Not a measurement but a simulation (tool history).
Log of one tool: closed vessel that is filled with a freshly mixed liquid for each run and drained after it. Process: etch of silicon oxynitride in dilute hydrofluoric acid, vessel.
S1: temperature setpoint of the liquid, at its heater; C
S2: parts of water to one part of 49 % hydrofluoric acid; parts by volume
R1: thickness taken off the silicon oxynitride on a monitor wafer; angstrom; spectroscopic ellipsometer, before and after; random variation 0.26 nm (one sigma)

{"run": 1, "hour": 0.0, "S1": 25, "S2": 115, "time in the liquid (s)": 1925, "R1": 365.05}
{"run": 2, "hour": 1.0, "S1": 25, "S2": 135, "time in the liquid (s)": 1925, "R1": 307.99}
{"run": 3, "hour": 3.7, "S1": 25, "S2": 160, "time in the liquid (s)": 1925, "R1": 253.89}
{"run": 4, "hour": 10.9, "S1": 25, "S2": 185, "time in the liquid (s)": 1925, "R1": 215.46}
{"run": 5, "hour": 14.5, "S1": 27.5, "S2": 185, "time in the liquid (s)": 1925, "R1": 238.74}
{"hour": 21.8, "done": "thermometer replaced"}
{"run": 6, "hour": 21.8, "S1": 27.5, "S2": 185, "time in the liquid (s)": 1925, "R1": 221.31}

Forecast run 7:
{"run": 7, "hour": 24.1, "S1": 29, "S2": 140, "time in the liquid (s)": 1930, "R1": "?"}

{"run 7": {"R1": 322.98}}
